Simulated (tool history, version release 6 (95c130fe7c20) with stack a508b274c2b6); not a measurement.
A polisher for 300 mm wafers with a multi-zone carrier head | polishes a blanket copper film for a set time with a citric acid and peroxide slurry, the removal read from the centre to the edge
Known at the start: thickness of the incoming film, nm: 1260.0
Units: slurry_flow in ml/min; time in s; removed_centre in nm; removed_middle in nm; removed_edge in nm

run	hour	slurry_flow	centre_zone	middle_zone	edge_zone	slurry_solids	time	removed_centre	removed_middle	removed_edge
1	0.0	135	1.00	1.00	1.00	1.00	52	99.748	97.840	99.999
2	2.5	110	1.00	1.00	1.00	1.00	52	94.175	93.227	98.554
3	10.9	120	1.03	1.02	1.01	1.05	52	99.178	98.505	98.647
4	16.6	120	1.03	1.09	1.01	1.05	52	99.301	105.850	99.172
5	23.1	90	1.03	1.09	1.01	1.05	52	91.887	95.411	93.892
6	26.0	90	1.03	1.09	1.01	0.90	52	88.868	93.135	91.183

The next listed run, before its measurement:
# hour 33.4: slurry nozzle cleaned
7	33.4	105	1.05	1.08	1.02	0.95	52	?	?	?

{"run 7": {"removed_centre": 102.46, "removed_middle": 103.1, "removed_edge": 102.66}}
